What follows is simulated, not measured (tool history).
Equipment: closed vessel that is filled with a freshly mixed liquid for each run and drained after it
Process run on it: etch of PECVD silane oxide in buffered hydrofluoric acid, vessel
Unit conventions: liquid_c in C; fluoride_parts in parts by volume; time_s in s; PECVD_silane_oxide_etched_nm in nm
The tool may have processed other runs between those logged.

run	hour	liquid_c	fluoride_parts	time_s	PECVD_silane_oxide_etched_nm
1	0	24	15	90	202.2
2	4.4	24	15	90	202.07
3	11.6	23	15	90	191.66
4	19.6	20.5	15	90	164.44
5	25.4	17	15	90	137.56
6	26.5	17.5	15	90	140.14
7	27.2	18	15	90	144.59

Run 8 comes next. What will it give?
8	32.8	18	15	90	?

{"run 8": {"PECVD_silane_oxide_etched_nm": 144.33}}
